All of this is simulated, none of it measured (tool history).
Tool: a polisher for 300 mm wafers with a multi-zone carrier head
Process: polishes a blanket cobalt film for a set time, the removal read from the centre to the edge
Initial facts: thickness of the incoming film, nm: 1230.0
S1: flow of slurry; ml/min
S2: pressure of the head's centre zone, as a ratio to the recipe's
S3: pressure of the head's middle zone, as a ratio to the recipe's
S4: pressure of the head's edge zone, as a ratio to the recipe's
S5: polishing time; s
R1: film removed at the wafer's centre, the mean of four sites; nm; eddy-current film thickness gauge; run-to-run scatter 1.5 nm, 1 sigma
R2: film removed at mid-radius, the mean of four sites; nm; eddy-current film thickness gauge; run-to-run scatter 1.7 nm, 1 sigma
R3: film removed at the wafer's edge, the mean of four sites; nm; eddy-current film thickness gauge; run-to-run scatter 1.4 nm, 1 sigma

run  hour   S1    S2    S3    S4  S5      R1      R2      R3
  1   0.0  220  1.00  1.00  1.00  37  118.04  119.65  118.85
  2   2.1  230  1.02  1.02  1.04  39  126.51  125.88  125.08
  3   5.0  230  0.95  1.02  1.04  39  119.07  130.82  124.62
  4  11.6  230  0.95  1.02  1.00  39  117.15  128.34  124.57
  5  18.9  235  0.96  1.02  1.00  41  129.21  135.04  130.66
  6  23.4  235  0.96  1.02  1.02  42  129.76  140.03  133.91
  7  26.6  235  0.97  1.01  1.03  43  134.74  140.49  141.17
  8  30.0  240  0.98  1.02  1.04  44  140.36  145.52  144.30

Predict the results of run 9:
  9  37.6  245  0.99  1.03  1.05  44   ?   ?   ?

{"run 9": {"R1": 143.09, "R2": 145.4, "R3": 145.23}}
